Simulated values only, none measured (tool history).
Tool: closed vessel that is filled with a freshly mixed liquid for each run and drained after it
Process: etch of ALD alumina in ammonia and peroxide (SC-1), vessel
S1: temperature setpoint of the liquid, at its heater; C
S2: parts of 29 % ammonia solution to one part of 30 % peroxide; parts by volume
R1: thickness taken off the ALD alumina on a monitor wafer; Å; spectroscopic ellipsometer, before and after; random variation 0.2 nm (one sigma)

Run 1, day 0: S1 49 C, S2 0.7 parts by volume, time in the liquid (s) 170. Result: R1 115.18 Å.
Run 2, day 0.104: S1 49 C, S2 0.55 parts by volume, time in the liquid (s) 170. Result: R1 110.79 Å.
Run 3, day 0.217: S1 49 C, S2 0.55 parts by volume, time in the liquid (s) 170. Result: R1 111.87 Å.
Run 4, day 0.392: S1 49 C, S2 0.55 parts by volume, time in the liquid (s) 170. Result: R1 110.28 Å.
Run 5, day 0.754: S1 43.5 C, S2 0.55 parts by volume, time in the liquid (s) 170. Result: R1 80.415 Å.
Run 6, day 0.879: S1 43.5 C, S2 0.55 parts by volume, time in the liquid (s) 170. Result: R1 81.008 Å.

The next listed run, before its measurement:
Run 7, day 1.017: S1 49 C, S2 0.55 parts by volume, time in the liquid (s) 170. Result: R1 ?.

Run 7 gave R1 111.58 Å.
